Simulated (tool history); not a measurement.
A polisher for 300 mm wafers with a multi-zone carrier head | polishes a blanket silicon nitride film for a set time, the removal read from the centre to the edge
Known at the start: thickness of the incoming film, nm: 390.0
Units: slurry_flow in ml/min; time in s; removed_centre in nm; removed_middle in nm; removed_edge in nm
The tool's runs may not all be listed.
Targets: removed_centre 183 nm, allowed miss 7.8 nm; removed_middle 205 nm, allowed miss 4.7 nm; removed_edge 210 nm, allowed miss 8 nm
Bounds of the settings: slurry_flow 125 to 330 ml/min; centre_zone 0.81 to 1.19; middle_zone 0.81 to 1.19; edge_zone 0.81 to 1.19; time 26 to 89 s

| run | hour | slurry_flow | centre_zone | middle_zone | edge_zone | time | removed_centre | removed_middle | removed_edge |
|---|---|---|---|---|---|---|---|---|---|
| 1 | 0 | 210 | 1 | 1 | 1 | 57 | 154.56 | 153.53 | 153.55 |
| 2 | 5.1 | 210 | 1 | 0.92 | 1 | 57 | 151.24 | 142.92 | 153.7 |
| 3 | 5.6 | 215 | 0.99 | 0.94 | 1.02 | 59 | 158.54 | 150.66 | 155.78 |
| 4 | 7 | 205 | 0.98 | 0.94 | 1 | 62 | 163.91 | 157.59 | 160.59 |
| 5 | 8.9 | 205 | 0.98 | 0.94 | 0.93 | 62 | 165.28 | 159.24 | 161.63 |
| 6 | 15 | 205 | 0.96 | 0.94 | 0.96 | 64 | 164.85 | 162.49 | 166.07 |
| 7 | 21.5 | 210 | 0.94 | 0.94 | 0.98 | 66 | 169.99 | 170.07 | 172.64 |
| 8 | 24.5 | 220 | 0.92 | 0.94 | 1 | 67 | 164.07 | 172.3 | 179.89 |
| 9 | 27.2 | 220 | 0.92 | 0.94 | 1 | 67 | 164.9 | 172.22 | 179.31 |
| 10 | 34.5 | 230 | 0.92 | 0.95 | 1.01 | 67 | 168.67 | 172.88 | 181.39 |
| 11 | 36.3 | 240 | 0.91 | 0.97 | 1.02 | 67 | 167.72 | 178.01 | 180.13 |
| 12 | 42.4 | 240 | 0.91 | 0.97 | 1.03 | 68 | 169.5 | 182.45 | 186.83 |
| 13 | 50.1 | 245 | 0.91 | 0.98 | 1.04 | 68 | 169.83 | 184.01 | 187.57 |
| 14 | 54.6 | 245 | 0.91 | 0.98 | 1.04 | 68 | 169.37 | 181.51 | 183.15 |
| 15 | 56.2 | 245 | 0.9 | 0.98 | 1.05 | 69 | 170.13 | 186.57 | 186.23 |
| 16 | 62.7 | 255 | 0.89 | 0.98 | 1.05 | 70 | 175.15 | 190 | 191.41 |
| 17 | 71 | 255 | 0.89 | 0.98 | 1.06 | 71 | 176.61 | 191.09 | 193.3 |
| 18 | 75.4 | 255 | 0.88 | 0.98 | 1.06 | 72 | 174.1 | 193.25 | 204.02 |
| 19 | 76.7 | 260 | 0.88 | 0.98 | 1.06 | 72 | 175.17 | 194.72 | 201.77 |
| 20 | 78.9 | 265 | 0.88 | 0.98 | 1.06 | 72 | 178.22 | 194.56 | 201.32 |

Which of these 4 next moves meets every target?
| A | 81.1 | 275 | 0.92 | 1.01 | 1.07 | 69 | ? | ? | ? |
| B | 81.1 | 305 | 0.98 | 0.93 | 1.04 | 74 | ? | ? | ? |
| C | 81.1 | 315 | 0.85 | 0.96 | 1.02 | 75 | ? | ? | ? |
| D | 81.1 | 280 | 0.96 | 1.07 | 1.06 | 67 | ? | ? | ? |

| move | removed_centre | removed_middle | removed_edge |
|---|---|---|---|
| A | 175.49 | 194.67 | 195.04 |
| B | 202.91 | 198.73 | 208.16 |
| C | 178.81 | 206.88 | 209.41 |
| D | 178.33 | 197.64 | 188.65 |
A: as far off as the last run
B: further off than the last run
C: meets every target
D: further off than the last run
Move C is the one to make.

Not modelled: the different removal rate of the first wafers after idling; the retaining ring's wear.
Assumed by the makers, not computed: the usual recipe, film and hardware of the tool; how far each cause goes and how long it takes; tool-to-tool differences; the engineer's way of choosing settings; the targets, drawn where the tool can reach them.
